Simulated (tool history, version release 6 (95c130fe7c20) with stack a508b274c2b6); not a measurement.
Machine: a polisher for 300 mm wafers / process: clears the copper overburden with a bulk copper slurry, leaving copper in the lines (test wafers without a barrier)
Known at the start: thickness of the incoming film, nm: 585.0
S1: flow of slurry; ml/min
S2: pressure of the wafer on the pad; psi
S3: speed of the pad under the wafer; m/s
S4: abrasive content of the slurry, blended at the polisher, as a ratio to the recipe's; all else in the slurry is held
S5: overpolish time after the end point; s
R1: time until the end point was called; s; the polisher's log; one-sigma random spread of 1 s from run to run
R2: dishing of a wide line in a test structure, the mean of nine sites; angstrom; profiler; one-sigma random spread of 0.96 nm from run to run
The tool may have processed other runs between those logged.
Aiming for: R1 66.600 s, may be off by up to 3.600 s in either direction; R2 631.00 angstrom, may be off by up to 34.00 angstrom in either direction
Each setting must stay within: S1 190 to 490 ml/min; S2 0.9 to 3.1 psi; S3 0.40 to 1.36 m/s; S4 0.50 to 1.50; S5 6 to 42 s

run 1 hour=0.0 | S1=315 S2=2.0 S3=0.88 S4=1.00 S5=21 | R1=92.212 R2=622.16
run 2 hour=2.9 | S1=315 S2=2.3 S3=0.88 S4=1.00 S5=21 | R1=78.648 R2=666.65
run 3 hour=5.0 | S1=315 S2=2.3 S3=0.78 S4=1.00 S5=21 | R1=87.669 R2=649.45
run 4 hour=11.0 | S1=315 S2=2.3 S3=0.78 S4=0.80 S5=21 | R1=90.520 R2=622.11
run 5 hour=17.4 | S1=315 S2=2.3 S3=0.78 S4=0.65 S5=21 | R1=96.210 R2=622.71
run 6 hour=21.6 | S1=315 S2=2.3 S3=0.78 S4=0.80 S5=21 | R1=92.894 R2=623.73
run 7 hour=27.1 | S1=315 S2=2.4 S3=0.78 S4=0.80 S5=19 | R1=87.086 R2=624.83
run 8 hour=35.9 | S1=315 S2=2.5 S3=0.78 S4=0.80 S5=17 | R1=84.079 R2=585.45
run 9 hour=37.0 | S1=315 S2=2.6 S3=0.78 S4=0.80 S5=17 | R1=81.862 R2=623.69
run 10 hour=40.0 | S1=315 S2=3.0 S3=0.86 S4=0.80 S5=9 | R1=65.007 R2=492.80
run 11 hour=43.8 | S1=315 S2=3.0 S3=0.84 S4=0.80 S5=11 | R1=67.395 R2=549.31
run 12 hour=46.8 | S1=315 S2=3.0 S3=0.84 S4=0.80 S5=12 | R1=64.607 R2=580.95

Next run, 5 choices. One meets every target within its allowed miss, the rest don't. Which?
run A hour=49.8 | S1=330 S2=3.1 S3=0.86 S4=0.70 S5=11 | R1=? R2=?
run B hour=49.8 | S1=300 S2=2.7 S3=1.04 S4=0.55 S5=15 | R1=? R2=?
run C hour=49.8 | S1=400 S2=3.0 S3=0.82 S4=0.85 S5=10 | R1=? R2=?
run D hour=49.8 | S1=295 S2=3.1 S3=0.92 S4=0.65 S5=11 | R1=? R2=?
run E hour=49.8 | S1=260 S2=2.9 S3=0.92 S4=0.75 S5=10 | R1=? R2=?

move=A R1=65.150 R2=563.26
move=B R1=66.683 R2=644.45
move=C R1=66.265 R2=525.02
move=D R1=62.780 R2=575.39
move=E R1=65.310 R2=528.06
A: lands further from the targets than the last run did
B: every result lands within tolerance
C: lands further from the targets than the last run did
D: lands further from the targets than the last run did
E: lands further from the targets than the last run did
Correct choice: B, which meets every target
